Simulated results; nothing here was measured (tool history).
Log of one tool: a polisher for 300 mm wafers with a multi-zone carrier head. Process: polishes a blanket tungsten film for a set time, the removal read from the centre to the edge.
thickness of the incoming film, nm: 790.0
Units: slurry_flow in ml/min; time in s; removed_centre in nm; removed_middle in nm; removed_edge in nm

run	day	slurry_flow	centre_zone	middle_zone	edge_zone	slurry_solids	time	removed_centre	removed_middle	removed_edge
1	0.000	180	1.00	1.00	1.00	1.00	41	148.67	147.11	148.87
2	0.317	180	0.99	1.00	0.99	0.95	40	142.89	144.50	147.29
3	0.454	180	0.99	1.01	0.98	0.95	38	129.96	136.05	133.53
4	0.808	180	0.99	1.01	0.98	0.75	38	125.78	129.97	129.64
5	1.092	180	1.07	1.01	0.98	0.75	38	138.49	129.63	129.74
6	1.338	155	1.07	1.01	0.98	0.75	38	135.71	124.89	125.02
7	1.392	150	1.06	1.01	0.97	0.70	38	127.27	124.22	123.09
8	1.738	150	1.06	1.01	0.96	0.70	38	125.98	122.68	120.99
9	1.825	150	1.06	1.01	0.95	0.70	38	132.13	125.23	120.56

Run 10 comes next. What will it give?
10	2.150	145	1.05	1.01	0.95	0.70	38	?	?	?

{"run 10": {"removed_centre": 125.68, "removed_middle": 123.45, "removed_edge": 118.39}}
